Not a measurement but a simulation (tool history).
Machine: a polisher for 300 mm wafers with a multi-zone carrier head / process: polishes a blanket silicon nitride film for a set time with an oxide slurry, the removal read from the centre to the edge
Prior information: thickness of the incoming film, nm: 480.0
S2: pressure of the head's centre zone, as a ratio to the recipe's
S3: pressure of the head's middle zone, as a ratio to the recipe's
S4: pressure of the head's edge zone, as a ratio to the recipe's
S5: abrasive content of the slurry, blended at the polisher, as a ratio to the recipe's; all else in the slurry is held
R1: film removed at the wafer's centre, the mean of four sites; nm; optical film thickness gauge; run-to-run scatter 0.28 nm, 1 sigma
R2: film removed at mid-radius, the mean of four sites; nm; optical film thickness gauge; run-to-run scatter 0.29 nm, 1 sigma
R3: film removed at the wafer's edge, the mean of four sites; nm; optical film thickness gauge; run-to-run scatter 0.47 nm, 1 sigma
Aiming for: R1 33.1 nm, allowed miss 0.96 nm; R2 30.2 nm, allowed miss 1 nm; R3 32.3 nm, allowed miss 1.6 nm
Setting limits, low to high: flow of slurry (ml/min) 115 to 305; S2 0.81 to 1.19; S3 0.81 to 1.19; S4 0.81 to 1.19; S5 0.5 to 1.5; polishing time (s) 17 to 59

Run 1, hour 0: flow of slurry (ml/min) 195, S2 1, S3 1, S4 1, S5 1, polishing time (s) 38. Result: R1 19.077 nm, R2 18.705 nm, R3 19.198 nm.
Run 2, hour 4.5: flow of slurry (ml/min) 195, S2 1, S3 1, S4 1, S5 1.1, polishing time (s) 38. Result: R1 20.218 nm, R2 20.388 nm, R3 20.383 nm.
Run 3, hour 10.7: flow of slurry (ml/min) 195, S2 1, S3 1, S4 1, S5 1.1, polishing time (s) 33. Result: R1 17.573 nm, R2 17.193 nm, R3 18.057 nm.
Run 4, hour 11.9: flow of slurry (ml/min) 205, S2 1.03, S3 1, S4 1.04, S5 1.2, polishing time (s) 35. Result: R1 20.179 nm, R2 20.044 nm, R3 20.546 nm.
Run 5, hour 15.6: flow of slurry (ml/min) 205, S2 1.03, S3 1, S4 1, S5 1.2, polishing time (s) 35. Result: R1 20.527 nm, R2 19.809 nm, R3 20.412 nm.
Run 6, hour 20.7: flow of slurry (ml/min) 220, S2 1.06, S3 0.99, S4 1.04, S5 1.25, polishing time (s) 36. Result: R1 22.439 nm, R2 20.701 nm, R3 21.709 nm.
Run 7, hour 24.5: flow of slurry (ml/min) 225, S2 1.07, S3 0.99, S4 1.07, S5 1.3, polishing time (s) 38. Result: R1 24.069 nm, R2 22.781 nm, R3 23.425 nm.
Run 8, hour 26.9: flow of slurry (ml/min) 220, S2 1.13, S3 0.9, S4 1.16, S5 1.5, polishing time (s) 48. Result: R1 34.441 nm, R2 28.342 nm, R3 33.368 nm.
Run 9, hour 31.4: flow of slurry (ml/min) 220, S2 1.13, S3 0.9, S4 1.16, S5 1.5, polishing time (s) 48. Result: R1 34.194 nm, R2 27.888 nm, R3 32.986 nm.
Run 10, hour 38.4: flow of slurry (ml/min) 225, S2 1.12, S3 0.92, S4 1.15, S5 1.5, polishing time (s) 48. Result: R1 34.264 nm, R2 28.642 nm, R3 32.944 nm.
Run 11, hour 45.3: flow of slurry (ml/min) 225, S2 1.11, S3 0.94, S4 1.15, S5 1.5, polishing time (s) 48. Result: R1 33.626 nm, R2 29.073 nm, R3 31.856 nm.
Run 12, hour 51.2: flow of slurry (ml/min) 225, S2 1.08, S3 0.97, S4 1.18, S5 1.5, polishing time (s) 49. Result: R1 33.788 nm, R2 30.399 nm, R3 34.598 nm.
Run 13, hour 54.1: flow of slurry (ml/min) 225, S2 1.08, S3 0.97, S4 1.17, S5 1.5, polishing time (s) 49. Result: R1 33.762 nm, R2 30.563 nm, R3 34.625 nm.

Next run, 5 choices. One meets every target within its allowed miss, the rest don't. Which?
Run A, hour 57: flow of slurry (ml/min) 280, S2 1.06, S3 0.96, S4 1.06, S5 1.5, polishing time (s) 48. Result: R1 ?, R2 ?, R3 ?.
Run B, hour 57: flow of slurry (ml/min) 225, S2 1.06, S3 0.95, S4 1.17, S5 1.5, polishing time (s) 53. Result: R1 ?, R2 ?, R3 ?.
Run C, hour 57: flow of slurry (ml/min) 210, S2 1, S3 0.9, S4 1.19, S5 1.3, polishing time (s) 56. Result: R1 ?, R2 ?, R3 ?.
Run D, hour 57: flow of slurry (ml/min) 260, S2 1.19, S3 0.97, S4 1.05, S5 1.45, polishing time (s) 45. Result: R1 ?, R2 ?, R3 ?.
Run E, hour 57: flow of slurry (ml/min) 230, S2 1.11, S3 0.95, S4 1.19, S5 1.5, polishing time (s) 47. Result: R1 ?, R2 ?, R3 ?.

move      R1      R2      R3
   A  33.522  30.228  32.379
   B  35.926  32.207  36.778
   C  33.175  30.203  36.494
   D  34.488  27.927  29.595
   E  33.484  28.638  32.969
A: every result lands within tolerance
B: further off than the last run
C: further off than the last run
D: the result that was furthest off in the last run now lies on the other side of its target
E: the furthest-off result lands on target, but another misses its tolerance
A is the move that brings every result within its allowed miss.

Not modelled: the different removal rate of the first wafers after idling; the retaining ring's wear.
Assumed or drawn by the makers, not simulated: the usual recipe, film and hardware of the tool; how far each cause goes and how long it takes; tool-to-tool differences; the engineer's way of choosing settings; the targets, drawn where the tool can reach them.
